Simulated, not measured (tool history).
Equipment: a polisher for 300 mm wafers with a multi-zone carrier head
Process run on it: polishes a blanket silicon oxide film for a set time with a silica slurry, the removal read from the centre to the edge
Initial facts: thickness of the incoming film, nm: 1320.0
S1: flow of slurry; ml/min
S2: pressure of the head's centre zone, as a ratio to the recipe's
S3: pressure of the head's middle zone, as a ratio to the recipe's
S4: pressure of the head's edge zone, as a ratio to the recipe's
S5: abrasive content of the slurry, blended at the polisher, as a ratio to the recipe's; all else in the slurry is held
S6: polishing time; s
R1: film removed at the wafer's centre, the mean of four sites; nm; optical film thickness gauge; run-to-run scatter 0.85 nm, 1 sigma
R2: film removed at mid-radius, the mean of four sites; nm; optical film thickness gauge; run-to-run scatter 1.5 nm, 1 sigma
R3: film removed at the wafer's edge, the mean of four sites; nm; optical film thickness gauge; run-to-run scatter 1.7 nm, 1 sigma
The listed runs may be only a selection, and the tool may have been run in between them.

run,hour,S1,S2,S3,S4,S5,S6,R1,R2,R3
1,0,235,1,1,1,1,32,164.29,155.88,162.51
2,4,235,0.98,0.98,0.98,0.9,32,150.46,145.54,153.27
3,12.6,235,0.98,0.96,0.96,0.85,32,148.22,134.74,146.2
4,16.8,235,0.98,0.96,0.96,0.85,40,182.61,173.78,181.3
5,19.9,235,0.96,0.95,0.94,0.8,39,170.82,162.45,165.57
6,20.5,235,1,0.95,0.94,0.8,39,177.02,161.44,169.86
7,28.8,235,1,0.95,0.94,0.8,39,177.35,161.27,171.12

Estimate the outcome of run 8 from the log above:
8,36.6,230,0.97,0.93,0.93,0.75,38,?,?,?

R1: 157.79 nm
R2: 147.27 nm
R3: 158.7 nm

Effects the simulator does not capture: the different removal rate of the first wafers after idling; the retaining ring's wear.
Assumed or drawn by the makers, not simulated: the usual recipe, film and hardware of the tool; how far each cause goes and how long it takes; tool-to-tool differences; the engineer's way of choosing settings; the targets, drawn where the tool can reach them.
